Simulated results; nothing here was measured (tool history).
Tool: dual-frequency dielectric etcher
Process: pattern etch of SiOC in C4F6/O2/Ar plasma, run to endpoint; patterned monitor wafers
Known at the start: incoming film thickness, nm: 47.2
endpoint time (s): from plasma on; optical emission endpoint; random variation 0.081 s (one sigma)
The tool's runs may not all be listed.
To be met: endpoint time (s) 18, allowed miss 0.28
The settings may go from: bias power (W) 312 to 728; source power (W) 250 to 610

run    day  bias power (W)  source power (W)  endpoint time (s)
  1      0             520               430             15.533
  2  0.096             594               430             14.891
  3  0.229             517               410             15.888
  4  0.488             558               410             15.532
  5    0.6             492               400             16.272
  6  0.725             544               400             15.846
  7  0.971             440               370              17.43
  8  1.142             427               370             17.511
  9  1.196             415               370             17.597

4 next moves are on the table. One of them brings every result within its allowed miss. Which?
  A  1.25             369               400                  ?
  B  1.25             368               380                  ?
  C  1.25             432               380                  ?
  D  1.25             378               440                  ?

move  endpoint time (s)
   A             17.579
   B             17.984
   C             17.223
   D             16.772
A: as far off as the last run
B: meets every target
C: further off than the last run
D: further off than the last run
Move B is the one to make.

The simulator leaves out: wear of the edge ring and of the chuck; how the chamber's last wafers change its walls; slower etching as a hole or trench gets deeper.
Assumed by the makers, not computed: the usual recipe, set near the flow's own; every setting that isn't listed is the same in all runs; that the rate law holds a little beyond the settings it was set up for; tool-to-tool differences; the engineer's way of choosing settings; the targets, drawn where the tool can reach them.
